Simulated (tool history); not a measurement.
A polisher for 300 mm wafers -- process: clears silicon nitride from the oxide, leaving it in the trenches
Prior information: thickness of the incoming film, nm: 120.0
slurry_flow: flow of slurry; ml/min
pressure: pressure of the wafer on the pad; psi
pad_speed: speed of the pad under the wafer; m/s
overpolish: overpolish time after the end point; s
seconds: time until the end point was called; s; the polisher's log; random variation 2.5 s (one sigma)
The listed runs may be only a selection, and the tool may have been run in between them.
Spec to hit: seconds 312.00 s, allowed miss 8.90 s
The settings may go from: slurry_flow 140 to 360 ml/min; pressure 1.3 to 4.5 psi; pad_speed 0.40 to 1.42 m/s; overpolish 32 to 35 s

| run | hour | slurry_flow | pressure | pad_speed | overpolish | seconds |
|---|---|---|---|---|---|---|
| 1 | 0.0 | 230 | 2.9 | 0.90 | 32 | 137.25 |
| 2 | 2.8 | 230 | 2.9 | 0.78 | 32 | 158.57 |
| 3 | 10.0 | 225 | 2.4 | 0.74 | 32 | 201.07 |
| 4 | 14.2 | 225 | 2.4 | 0.58 | 32 | 253.96 |
| 5 | 22.3 | 225 | 2.4 | 0.76 | 32 | 196.10 |
| 6 | 24.8 | 225 | 2.4 | 0.76 | 32 | 195.49 |
| 7 | 32.5 | 220 | 2.0 | 0.74 | 32 | 236.71 |
| 8 | 39.4 | 215 | 1.8 | 0.74 | 32 | 266.90 |
| 9 | 46.6 | 200 | 1.7 | 0.74 | 32 | 280.30 |
| 10 | 50.5 | 185 | 1.7 | 0.74 | 32 | 286.97 |
| 11 | 55.1 | 175 | 1.7 | 0.74 | 32 | 291.93 |
| 12 | 59.6 | 165 | 1.7 | 0.74 | 32 | 289.12 |
| 13 | 67.1 | 160 | 1.7 | 0.74 | 32 | 290.01 |
| 14 | 69.2 | 155 | 1.7 | 0.74 | 32 | 293.51 |
| 15 | 73.0 | 150 | 1.7 | 0.74 | 32 | 295.70 |

Below are 5 possible settings for the next run. Only one of them brings all results inside the allowed miss of their targets. Which is it?
| A | 76.8 | 150 | 1.5 | 0.74 | 32 | ? |
| B | 76.8 | 175 | 1.7 | 0.76 | 32 | ? |
| C | 76.8 | 150 | 1.7 | 0.70 | 32 | ? |
| D | 76.8 | 150 | 1.5 | 0.86 | 32 | ? |
| E | 76.8 | 150 | 1.7 | 0.82 | 32 | ? |

| move | seconds |
|---|---|
| A | 330.48 |
| B | 279.95 |
| C | 309.68 |
| D | 285.81 |
| E | 265.85 |
A: the result that was furthest off in the last run now lies on the other side of its target
B: lands further from the targets than the last run did
C: every result lands within tolerance
D: lands further from the targets than the last run did
E: lands further from the targets than the last run did
Correct choice: C, which meets every target
